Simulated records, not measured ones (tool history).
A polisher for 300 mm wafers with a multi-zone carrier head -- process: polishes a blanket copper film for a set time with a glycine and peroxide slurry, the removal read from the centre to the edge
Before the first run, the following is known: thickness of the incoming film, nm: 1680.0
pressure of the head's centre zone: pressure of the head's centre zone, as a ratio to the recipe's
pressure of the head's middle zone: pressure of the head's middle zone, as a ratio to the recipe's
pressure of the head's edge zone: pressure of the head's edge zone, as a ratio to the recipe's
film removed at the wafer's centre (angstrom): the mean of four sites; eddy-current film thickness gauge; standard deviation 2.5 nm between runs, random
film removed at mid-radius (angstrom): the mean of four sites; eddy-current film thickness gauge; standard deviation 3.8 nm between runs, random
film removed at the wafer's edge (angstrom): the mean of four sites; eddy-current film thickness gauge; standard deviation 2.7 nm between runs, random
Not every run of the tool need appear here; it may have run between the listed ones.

run	day	flow of slurry (ml/min)	pressure of the head's centre zone	pressure of the head's middle zone	pressure of the head's edge zone	polishing time (s)	film removed at the wafer's centre (angstrom)	film removed at mid-radius (angstrom)	film removed at the wafer's edge (angstrom)
1	0	300	1	1	1	75	3074.3	3052.6	3182.5
2	0.35	300	0.94	1	1	75	2885	3045.6	3180.1
3	0.488	300	0.97	0.99	0.96	74	2893.2	2963.9	3056.4
4	0.671	370	0.97	0.99	0.96	74	2974.7	3059.2	3091.8
5	0.767	370	0.92	0.99	0.96	74	2925.5	3021.2	3099.8
6	0.925	370	0.85	0.99	0.96	74	2694	3043.1	3116.1
7	1.242	390	0.89	0.98	0.93	73	2742.6	3050	3025.7

Run 8 comes next. What will it give?
8	1.429	400	0.94	0.96	0.92	72	?	?	?

Run 8 produced film removed at the wafer's centre (angstrom) 2854.6, film removed at mid-radius (angstrom) 2935.1, film removed at the wafer's edge (angstrom) 2960.6.

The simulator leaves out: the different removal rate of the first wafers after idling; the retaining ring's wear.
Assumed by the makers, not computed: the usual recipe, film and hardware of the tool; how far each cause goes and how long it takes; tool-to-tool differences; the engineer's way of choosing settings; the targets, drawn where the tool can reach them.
